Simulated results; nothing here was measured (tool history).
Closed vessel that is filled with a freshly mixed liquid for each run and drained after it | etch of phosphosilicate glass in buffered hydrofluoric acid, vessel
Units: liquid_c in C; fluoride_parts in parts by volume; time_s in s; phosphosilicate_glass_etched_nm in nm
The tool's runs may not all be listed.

run	hour	liquid_c	fluoride_parts	time_s	phosphosilicate_glass_etched_nm
1	0	24	21.5	100	195.57
2	1.7	24	21.5	100	193.39
3	9	24	21.5	105	202.47
4	13.2	24	21.5	105	205.19
5	19.6	24	18.5	105	230.72
6	27	22	18.5	105	210.02

Forecast run 7:
7	33.5	20.5	19	105	?

Run 7 gave phosphosilicate_glass_etched_nm 187.2 nm.
